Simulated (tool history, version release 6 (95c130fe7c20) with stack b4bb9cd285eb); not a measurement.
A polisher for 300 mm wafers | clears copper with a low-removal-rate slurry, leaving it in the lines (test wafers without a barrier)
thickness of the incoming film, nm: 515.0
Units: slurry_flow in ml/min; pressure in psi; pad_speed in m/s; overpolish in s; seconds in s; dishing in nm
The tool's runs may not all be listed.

Run 1, day 0: slurry_flow 205 ml/min, pressure 4.1 psi, pad_speed 1.26 m/s, slurry_solids 1, overpolish 30 s. Result: seconds 90.362 s, dishing 78.658 nm.
Run 2, day 0.329: slurry_flow 205 ml/min, pressure 4.1 psi, pad_speed 1.26 m/s, slurry_solids 1.15, overpolish 30 s. Result: seconds 89.248 s, dishing 80.331 nm.
Run 3, day 0.675: slurry_flow 255 ml/min, pressure 4.1 psi, pad_speed 1.26 m/s, slurry_solids 1.15, overpolish 30 s. Result: seconds 85.102 s, dishing 84.226 nm.
Run 4, day 0.879: slurry_flow 255 ml/min, pressure 4.1 psi, pad_speed 1.26 m/s, slurry_solids 1.25, overpolish 30 s. Result: seconds 84.575 s, dishing 83.726 nm.
Run 5, day 1.233: slurry_flow 255 ml/min, pressure 4.7 psi, pad_speed 1.26 m/s, slurry_solids 1.25, overpolish 30 s. Result: seconds 75.469 s, dishing 90.299 nm.
Run 6, day 1.6: slurry_flow 220 ml/min, pressure 4 psi, pad_speed 1.16 m/s, slurry_solids 1.05, overpolish 24 s. Result: seconds 97.668 s, dishing 66.485 nm.
Run 7, day 1.738: slurry_flow 195 ml/min, pressure 3.6 psi, pad_speed 1.04 m/s, slurry_solids 0.9, overpolish 20 s. Result: seconds 121.04 s, dishing 51.124 nm.
At day 1.908: head pressure recalibrated.
Run 8, day 1.908: slurry_flow 175 ml/min, pressure 3.2 psi, pad_speed 1.02 m/s, slurry_solids 0.8, overpolish 17 s. Result: seconds 150.61 s, dishing 38.704 nm.
Run 9, day 1.938: slurry_flow 160 ml/min, pressure 3 psi, pad_speed 1.1 m/s, slurry_solids 0.7, overpolish 15 s. Result: seconds 161.46 s, dishing 32.186 nm.

Forecast run 10:
Run 10, day 2.221: slurry_flow 160 ml/min, pressure 2.9 psi, pad_speed 1.14 m/s, slurry_solids 0.65, overpolish 14 s. Result: seconds ?, dishing ?.

Run 10 gave seconds 167.65 s, dishing 29.347 nm.

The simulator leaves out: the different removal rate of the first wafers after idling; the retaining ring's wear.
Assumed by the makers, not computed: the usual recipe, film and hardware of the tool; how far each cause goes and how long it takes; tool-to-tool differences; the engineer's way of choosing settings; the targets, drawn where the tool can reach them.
